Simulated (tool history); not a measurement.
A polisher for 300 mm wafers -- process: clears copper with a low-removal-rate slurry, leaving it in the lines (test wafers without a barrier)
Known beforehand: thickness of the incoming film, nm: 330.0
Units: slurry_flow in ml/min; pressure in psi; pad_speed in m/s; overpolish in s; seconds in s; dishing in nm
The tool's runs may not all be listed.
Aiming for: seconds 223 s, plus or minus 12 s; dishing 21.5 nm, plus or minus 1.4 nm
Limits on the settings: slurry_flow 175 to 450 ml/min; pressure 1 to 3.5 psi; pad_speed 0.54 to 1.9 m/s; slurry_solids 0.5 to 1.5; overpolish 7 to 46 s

{"run": 1, "day": 0.0, "slurry_flow": 290, "pressure": 2.2, "pad_speed": 1.22, "slurry_solids": 1, "overpolish": 24, "seconds": 131.23, "dishing": 24.968}
{"run": 2, "day": 0.258, "slurry_flow": 245, "pressure": 2.2, "pad_speed": 1.22, "slurry_solids": 1, "overpolish": 24, "seconds": 131.76, "dishing": 24.078}
{"run": 3, "day": 0.554, "slurry_flow": 245, "pressure": 2.2, "pad_speed": 1.34, "slurry_solids": 1, "overpolish": 24, "seconds": 121.31, "dishing": 25.237}
{"run": 4, "day": 0.771, "slurry_flow": 250, "pressure": 1.8, "pad_speed": 1.3, "slurry_solids": 1, "overpolish": 27, "seconds": 152.71, "dishing": 24.172}
{"run": 5, "day": 1.133, "slurry_flow": 250, "pressure": 1.6, "pad_speed": 1.28, "slurry_solids": 1, "overpolish": 28, "seconds": 174.13, "dishing": 22.942}
{"run": 6, "day": 1.296, "slurry_flow": 250, "pressure": 1.6, "pad_speed": 1.58, "slurry_solids": 1, "overpolish": 28, "seconds": 138.33, "dishing": 24.12}
{"run": 7, "day": 1.483, "slurry_flow": 250, "pressure": 1.4, "pad_speed": 1.5, "slurry_solids": 1, "overpolish": 29, "seconds": 168.12, "dishing": 23.074}
{"run": 8, "day": 1.542, "slurry_flow": 250, "pressure": 1.3, "pad_speed": 1.48, "slurry_solids": 1, "overpolish": 30, "seconds": 176.97, "dishing": 21.893}
{"run": 9, "day": 1.679, "slurry_flow": 250, "pressure": 1.2, "pad_speed": 1.44, "slurry_solids": 1, "overpolish": 32, "seconds": 201.03, "dishing": 21.518}
{"run": 10, "day": 1.962, "slurry_flow": 250, "pressure": 1.2, "pad_speed": 1.44, "slurry_solids": 1, "overpolish": 33, "seconds": 206.01, "dishing": 21.914}

Which single option among these 4 for the next run brings every result within its allowed miss of target? Just one does.
{"run": "A", "day": 2.246, "slurry_flow": 270, "pressure": 1.2, "pad_speed": 1.3, "slurry_solids": 1, "overpolish": 35, "seconds": "?", "dishing": "?"}
{"run": "B", "day": 2.246, "slurry_flow": 175, "pressure": 1, "pad_speed": 1.6, "slurry_solids": 1, "overpolish": 29, "seconds": "?", "dishing": "?"}
{"run": "C", "day": 2.246, "slurry_flow": 220, "pressure": 1.2, "pad_speed": 1.6, "slurry_solids": 0.9, "overpolish": 31, "seconds": "?", "dishing": "?"}
{"run": "D", "day": 2.246, "slurry_flow": 245, "pressure": 1.3, "pad_speed": 1.48, "slurry_solids": 0.95, "overpolish": 32, "seconds": "?", "dishing": "?"}

move=A seconds=222.38 dishing=21.801
move=B seconds=229.6 dishing=19.259
move=C seconds=192.89 dishing=21.997
move=D seconds=186.84 dishing=22.803
A: every result lands within tolerance
B: brings the result that was furthest off to its target, and leaves another outside
C: misses by more than the last run did
D: misses by more than the last run did
Correct choice: A, which meets every target
